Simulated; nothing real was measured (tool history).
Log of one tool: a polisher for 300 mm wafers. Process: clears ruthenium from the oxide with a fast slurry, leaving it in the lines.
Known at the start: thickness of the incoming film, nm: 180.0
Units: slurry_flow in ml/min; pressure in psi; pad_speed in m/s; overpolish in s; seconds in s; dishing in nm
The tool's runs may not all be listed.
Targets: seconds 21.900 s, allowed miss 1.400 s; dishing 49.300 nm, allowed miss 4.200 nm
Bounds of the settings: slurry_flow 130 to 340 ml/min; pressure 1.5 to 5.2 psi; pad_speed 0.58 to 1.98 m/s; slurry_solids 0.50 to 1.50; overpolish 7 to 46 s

| run | day | slurry_flow | pressure | pad_speed | slurry_solids | overpolish | seconds | dishing |
|---|---|---|---|---|---|---|---|---|
| 1 | 0.000 | 220 | 3.3 | 1.28 | 1.00 | 24 | 33.174 | 96.160 |
| 2 | 0.329 | 240 | 3.3 | 1.28 | 1.00 | 24 | 33.787 | 94.575 |
| 3 | 0.588 | 240 | 3.0 | 1.28 | 1.00 | 24 | 37.676 | 85.133 |
| 4 | 0.788 | 240 | 2.5 | 1.28 | 1.00 | 24 | 43.151 | 74.155 |
| 5 | 0.833 | 205 | 2.5 | 1.28 | 1.00 | 24 | 43.513 | 75.448 |
| 6 | 1.046 | 230 | 2.4 | 1.42 | 1.10 | 21 | 39.917 | 75.747 |
| 7 | 1.067 | 250 | 2.7 | 1.46 | 1.00 | 18 | 36.677 | 74.884 |
| 8 | 1.142 | 190 | 3.0 | 1.66 | 1.25 | 7 | 27.237 | 41.421 |

5 next moves are on the table. One of them brings every result within its allowed miss. Which?
| A | 1.217 | 230 | 2.9 | 1.38 | 1.20 | 11 | ? | ? |
| B | 1.217 | 210 | 3.2 | 1.68 | 1.20 | 10 | ? | ? |
| C | 1.217 | 210 | 2.5 | 1.38 | 1.20 | 7 | ? | ? |
| D | 1.217 | 195 | 2.2 | 1.62 | 1.10 | 14 | ? | ? |
| E | 1.217 | 130 | 3.0 | 1.98 | 1.50 | 7 | ? | ? |

| move | seconds | dishing |
|---|---|---|
| A | 32.124 | 51.689 |
| B | 24.711 | 59.371 |
| C | 37.461 | 30.327 |
| D | 38.499 | 54.360 |
| E | 22.217 | 48.163 |
A: further off than the last run
B: nearer than the last run, and not there yet
C: further off than the last run
D: further off than the last run
E: meets every target
Answer: E

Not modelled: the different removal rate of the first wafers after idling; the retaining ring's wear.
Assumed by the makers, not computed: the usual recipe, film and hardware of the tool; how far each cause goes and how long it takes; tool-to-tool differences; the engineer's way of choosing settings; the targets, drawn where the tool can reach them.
